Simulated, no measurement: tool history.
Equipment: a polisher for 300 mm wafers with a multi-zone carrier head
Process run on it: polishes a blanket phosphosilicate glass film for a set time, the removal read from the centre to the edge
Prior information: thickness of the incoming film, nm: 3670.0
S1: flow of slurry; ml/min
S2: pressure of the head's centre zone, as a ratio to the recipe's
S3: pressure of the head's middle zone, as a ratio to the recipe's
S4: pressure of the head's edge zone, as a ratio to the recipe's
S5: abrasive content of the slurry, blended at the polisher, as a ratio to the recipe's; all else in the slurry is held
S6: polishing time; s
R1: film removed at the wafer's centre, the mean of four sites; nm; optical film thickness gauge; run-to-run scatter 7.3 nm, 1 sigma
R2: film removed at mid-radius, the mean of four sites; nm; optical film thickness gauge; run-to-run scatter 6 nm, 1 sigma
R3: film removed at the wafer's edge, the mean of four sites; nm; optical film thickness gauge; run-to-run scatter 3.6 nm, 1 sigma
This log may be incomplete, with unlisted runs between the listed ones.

| run | hour | S1 | S2 | S3 | S4 | S5 | S6 | R1 | R2 | R3 |
|---|---|---|---|---|---|---|---|---|---|---|
| 1 | 0 | 205 | 1 | 1 | 1 | 1 | 63 | 514.77 | 527.81 | 520.41 |
| 2 | 4.4 | 205 | 1 | 0.96 | 1 | 1 | 63 | 512.1 | 515.55 | 515.35 |
| 3 | 5.5 | 205 | 1 | 0.96 | 0.93 | 1 | 63 | 526.95 | 510.07 | 498.91 |
| 4 | 9 | 205 | 0.93 | 0.96 | 0.93 | 1 | 63 | 480.57 | 516.28 | 492.6 |
| 5 | 11.9 | 205 | 0.93 | 0.96 | 0.86 | 1 | 63 | 476.43 | 510.03 | 475.73 |
| 6 | 15 | 220 | 0.95 | 1.01 | 0.9 | 1.05 | 63 | 509.36 | 548.46 | 501.95 |
| 7 | 16.7 | 230 | 0.96 | 1.05 | 0.93 | 1.1 | 63 | 525.12 | 577.71 | 532.91 |
| 8 | 24.4 | 240 | 0.97 | 1.09 | 0.93 | 1.15 | 63 | 544.17 | 615.46 | 535.53 |
| 9 | 31.1 | 245 | 0.97 | 1.11 | 0.95 | 1.15 | 63 | 554.42 | 626.24 | 542.85 |
| 10 | 32.3 | 250 | 0.97 | 1.12 | 0.97 | 1.15 | 63 | 548.73 | 629.32 | 549.35 |
|  | 35.3 | worn pad replaced by a new one |
| 11 | 35.3 | 255 | 0.97 | 1.13 | 0.98 | 1.15 | 63 | 617.04 | 705.14 | 618.12 |
| 12 | 43.4 | 250 | 0.97 | 1.13 | 0.98 | 1.15 | 63 | 613.39 | 705.76 | 614.33 |
| 13 | 48.3 | 240 | 0.97 | 1.13 | 0.97 | 1.15 | 63 | 607.75 | 704.13 | 604.49 |
| 14 | 52.3 | 240 | 0.97 | 1.13 | 0.97 | 1.15 | 63 | 617.26 | 700.33 | 613.24 |
| 15 | 56.2 | 245 | 0.97 | 1.13 | 0.97 | 1.15 | 63 | 620.14 | 706.31 | 617.03 |
| 16 | 57.1 | 255 | 0.96 | 1.13 | 0.96 | 1.15 | 63 | 599.7 | 704.86 | 614.54 |
| 17 | 58.7 | 250 | 0.96 | 1.13 | 0.95 | 1.15 | 63 | 613.31 | 699.22 | 604.74 |
| 18 | 60.5 | 250 | 0.96 | 1.13 | 0.95 | 1.15 | 63 | 605.63 | 707.99 | 606.1 |

Run 19 comes next. What will it give?
| 19 | 61.2 | 250 | 0.96 | 1.12 | 0.94 | 1.15 | 63 | ? | ? | ? |

Run 19 gave R1 613.47 nm, R2 690.2 nm, R3 609.74 nm.

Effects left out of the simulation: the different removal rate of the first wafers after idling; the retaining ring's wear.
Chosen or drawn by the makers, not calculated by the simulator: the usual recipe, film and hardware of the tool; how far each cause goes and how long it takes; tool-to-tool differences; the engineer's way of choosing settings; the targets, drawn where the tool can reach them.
